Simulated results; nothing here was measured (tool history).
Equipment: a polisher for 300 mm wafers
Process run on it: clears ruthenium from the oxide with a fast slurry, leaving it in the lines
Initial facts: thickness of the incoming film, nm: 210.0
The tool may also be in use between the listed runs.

run,day,flow of slurry (ml/min),pressure of the wafer on the pad (kPa),speed of the pad under the wafer (cm/s),abrasive content of the slurry,overpolish time after the end point (s),time until the end point was called (s),dishing of a wide line in a test structure (nm)
1,0.000,170,13.8,78,1.00,20,113.26,34.1070
2,0.262,170,13.8,78,1.20,20,103.49,37.4690
3,0.629,170,13.1,72,1.20,18,117.57,30.2880
4,0.692,170,12.4,66,1.20,16,130.87,23.4930
5,0.850,170,12.4,66,1.35,16,127.60,24.4800
6,0.958,170,12.4,82,1.35,16,101.42,31.5630
7,1.092,170,11.7,76,1.35,15,119.29,24.9900
8,1.396,170,11.0,72,1.35,14,129.72,21.2340

For run 9, what comes out?
9,1.746,170,6.9,50,1.30,10,?,?

time until the end point was called (s): 301.08
dishing of a wide line in a test structure (nm): 6.9709
